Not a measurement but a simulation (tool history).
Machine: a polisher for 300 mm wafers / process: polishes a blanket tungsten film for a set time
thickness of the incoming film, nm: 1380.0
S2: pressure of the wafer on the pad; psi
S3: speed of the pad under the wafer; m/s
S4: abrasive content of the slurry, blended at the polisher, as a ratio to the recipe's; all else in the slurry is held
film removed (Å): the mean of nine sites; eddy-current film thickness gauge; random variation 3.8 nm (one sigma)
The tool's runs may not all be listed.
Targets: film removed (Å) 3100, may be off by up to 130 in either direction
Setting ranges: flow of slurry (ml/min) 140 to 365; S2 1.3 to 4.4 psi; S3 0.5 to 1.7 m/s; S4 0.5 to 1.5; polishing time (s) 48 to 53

{"run": 1, "hour": 0.0, "flow of slurry (ml/min)": 235, "S2": 2.8, "S3": 1.1, "S4": 1, "polishing time (s)": 53, "film removed (Å)": 1717}
{"run": 2, "hour": 4.0, "flow of slurry (ml/min)": 235, "S2": 3, "S3": 1.1, "S4": 1, "polishing time (s)": 53, "film removed (Å)": 1827.1}
{"run": 3, "hour": 5.6, "flow of slurry (ml/min)": 235, "S2": 3.2, "S3": 1.1, "S4": 1, "polishing time (s)": 53, "film removed (Å)": 1945.5}
{"run": 4, "hour": 10.2, "flow of slurry (ml/min)": 235, "S2": 3.3, "S3": 1.12, "S4": 1, "polishing time (s)": 53, "film removed (Å)": 2020.5}
{"run": 5, "hour": 17.8, "flow of slurry (ml/min)": 235, "S2": 3.3, "S3": 1.02, "S4": 1, "polishing time (s)": 53, "film removed (Å)": 1851.8}
{"run": 6, "hour": 22.3, "flow of slurry (ml/min)": 235, "S2": 3.4, "S3": 1.04, "S4": 1, "polishing time (s)": 53, "film removed (Å)": 1923.5}
{"run": 7, "hour": 31.0, "flow of slurry (ml/min)": 235, "S2": 3.5, "S3": 1.06, "S4": 1, "polishing time (s)": 53, "film removed (Å)": 2009.8}
{"run": 8, "hour": 32.8, "flow of slurry (ml/min)": 235, "S2": 3.6, "S3": 1.08, "S4": 1, "polishing time (s)": 53, "film removed (Å)": 2058.4}
{"run": 9, "hour": 35.1, "flow of slurry (ml/min)": 235, "S2": 3.7, "S3": 1.12, "S4": 1, "polishing time (s)": 53, "film removed (Å)": 2236.5}
{"hour": 39.7, "done": "slurry nozzle cleaned"}
{"run": 10, "hour": 39.7, "flow of slurry (ml/min)": 235, "S2": 3.8, "S3": 1.14, "S4": 1, "polishing time (s)": 53, "film removed (Å)": 2382.9}
{"run": 11, "hour": 47.4, "flow of slurry (ml/min)": 235, "S2": 3.9, "S3": 1.16, "S4": 1, "polishing time (s)": 53, "film removed (Å)": 2450.6}
{"run": 12, "hour": 49.2, "flow of slurry (ml/min)": 235, "S2": 4, "S3": 1.18, "S4": 1, "polishing time (s)": 53, "film removed (Å)": 2567.3}

Exercise: of the 4 proposed moves below, exactly one satisfies all targets within the stated allowed misses. Which move is it?
{"run": "A", "hour": 51.0, "flow of slurry (ml/min)": 250, "S2": 4.3, "S3": 1.3, "S4": 1, "polishing time (s)": 53, "film removed (Å)": "?"}
{"run": "B", "hour": 51.0, "flow of slurry (ml/min)": 300, "S2": 4.4, "S3": 1.36, "S4": 1.05, "polishing time (s)": 53, "film removed (Å)": "?"}
{"run": "C", "hour": 51.0, "flow of slurry (ml/min)": 250, "S2": 4.1, "S3": 1.44, "S4": 1.15, "polishing time (s)": 53, "film removed (Å)": "?"}
{"run": "D", "hour": 51.0, "flow of slurry (ml/min)": 260, "S2": 4.3, "S3": 1.14, "S4": 1, "polishing time (s)": 53, "film removed (Å)": "?"}

move=A film_removed_(Å)=3061.1
move=B film_removed_(Å)=3360.2
move=C film_removed_(Å)=3326.6
move=D film_removed_(Å)=2706
A: meets every target
B: takes the result that was furthest off past its target
C: takes the result that was furthest off past its target
D: an improvement on the last run, though not all results are within tolerance
Correct choice: A, which meets every target
